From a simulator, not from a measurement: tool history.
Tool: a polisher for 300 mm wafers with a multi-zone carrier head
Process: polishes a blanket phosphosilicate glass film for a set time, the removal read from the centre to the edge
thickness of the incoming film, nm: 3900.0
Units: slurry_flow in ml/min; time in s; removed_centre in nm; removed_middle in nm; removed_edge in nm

| run | hour | slurry_flow | centre_zone | middle_zone | edge_zone | slurry_solids | time | removed_centre | removed_middle | removed_edge |
|---|---|---|---|---|---|---|---|---|---|---|
| 1 | 0.0 | 150 | 1.00 | 1.00 | 1.00 | 1.00 | 36 | 302.67 | 314.17 | 318.50 |
| 2 | 0.7 | 145 | 1.00 | 0.96 | 0.97 | 0.90 | 34 | 267.23 | 260.68 | 275.08 |
| 3 | 9.6 | 140 | 0.99 | 0.94 | 0.94 | 0.80 | 34 | 237.01 | 231.77 | 247.32 |
| 4 | 13.2 | 170 | 0.99 | 0.94 | 0.94 | 0.80 | 34 | 247.93 | 241.95 | 251.24 |
| 5 | 20.1 | 170 | 1.02 | 0.94 | 0.94 | 0.80 | 34 | 255.94 | 241.97 | 251.28 |
| 6 | 25.2 | 140 | 1.02 | 0.94 | 0.94 | 0.80 | 34 | 241.13 | 236.13 | 251.34 |
| 7 | 27.4 | 145 | 1.01 | 0.91 | 0.91 | 0.75 | 34 | 235.07 | 218.60 | 230.12 |
| 8 | 33.8 | 140 | 0.99 | 0.89 | 0.90 | 0.75 | 34 | 223.32 | 209.79 | 230.31 |
| 9 | 41.6 | 130 | 1.02 | 0.86 | 0.83 | 0.50 | 32 | 131.24 | 115.04 | 123.95 |
| 10 | 44.8 | 130 | 1.02 | 0.86 | 0.83 | 0.50 | 32 | 126.84 | 116.12 | 126.05 |
| 11 | 52.1 | 130 | 1.02 | 0.86 | 0.83 | 0.50 | 32 | 129.98 | 115.81 | 125.28 |
| 12 | 57.0 | 170 | 1.12 | 0.96 | 0.93 | 0.75 | 33 | 252.40 | 226.35 | 228.87 |
| 13 | 64.0 | 155 | 1.10 | 0.94 | 0.92 | 0.75 | 33 | 248.87 | 219.19 | 225.31 |
| 14 | 71.0 | 145 | 1.08 | 0.92 | 0.91 | 0.75 | 33 | 238.34 | 211.09 | 224.96 |
| 15 | 78.3 | 135 | 1.07 | 0.91 | 0.89 | 0.75 | 33 | 236.04 | 208.07 | 219.08 |
| 16 | 83.8 | 135 | 1.07 | 0.91 | 0.89 | 0.75 | 33 | 232.07 | 207.28 | 220.65 |
| 17 | 87.2 | 130 | 1.05 | 0.89 | 0.87 | 0.75 | 33 | 227.40 | 201.16 | 219.08 |
| 18 | 89.9 | 125 | 1.04 | 0.88 | 0.86 | 0.75 | 33 | 224.69 | 196.17 | 215.74 |

Forecast run 19:
| 19 | 92.4 | 125 | 1.03 | 0.88 | 0.85 | 0.75 | 33 | ? | ? | ? |

Run 19 gave removed_centre 216.50 nm, removed_middle 200.46 nm, removed_edge 215.68 nm.
